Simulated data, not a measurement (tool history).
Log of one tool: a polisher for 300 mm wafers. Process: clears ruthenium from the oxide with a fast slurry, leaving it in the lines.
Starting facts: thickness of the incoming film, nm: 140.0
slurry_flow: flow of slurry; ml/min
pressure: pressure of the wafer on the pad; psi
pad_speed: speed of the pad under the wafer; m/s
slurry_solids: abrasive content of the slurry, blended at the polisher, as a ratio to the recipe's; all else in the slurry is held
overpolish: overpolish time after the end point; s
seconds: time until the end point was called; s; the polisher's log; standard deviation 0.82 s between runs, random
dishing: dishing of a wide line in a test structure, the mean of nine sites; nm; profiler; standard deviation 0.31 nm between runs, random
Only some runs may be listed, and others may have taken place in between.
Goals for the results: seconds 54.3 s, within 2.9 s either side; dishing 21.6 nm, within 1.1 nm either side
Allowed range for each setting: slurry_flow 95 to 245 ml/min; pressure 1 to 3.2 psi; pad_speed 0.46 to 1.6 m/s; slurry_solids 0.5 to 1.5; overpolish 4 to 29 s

run,hour,slurry_flow,pressure,pad_speed,slurry_solids,overpolish,seconds,dishing
1,0,155,2.1,1.02,1,15,43.122,39.427
2,2.3,155,2.3,1.02,1,15,39.718,40.78
3,3.9,155,2.3,0.82,1,15,50.275,33.451
4,9.8,155,2.8,0.82,1,15,42.431,36.952
5,17.5,155,2.7,0.8,1,14,46.215,34.518
6,18.2,155,2.7,0.68,1,14,54.575,29.641
7,27.2,155,2.7,0.68,1,13,53.468,27.694
8,30.7,165,2.6,0.68,1,9,54.905,19.293

Which single option among these 5 for the next run brings every result within its allowed miss of target? Just one does.
A,34.2,120,2,1.1,0.6,10,?,?
B,34.2,150,2.7,0.64,1,8,?,?
C,34.2,195,2.4,0.7,1,8,?,?
D,34.2,170,2.4,0.76,0.95,8,?,?
E,34.2,160,2.6,0.64,1,8,?,?

move,seconds,dishing
A,54.967,21.359
B,57.013,16.721
C,54.252,17.527
D,52.352,18.128
E,57.809,16.502
A: every result within its allowed miss
B: further off than the last run
C: further off than the last run
D: further off than the last run
E: further off than the last run
So the answer is move A, the one that meets all the targets.

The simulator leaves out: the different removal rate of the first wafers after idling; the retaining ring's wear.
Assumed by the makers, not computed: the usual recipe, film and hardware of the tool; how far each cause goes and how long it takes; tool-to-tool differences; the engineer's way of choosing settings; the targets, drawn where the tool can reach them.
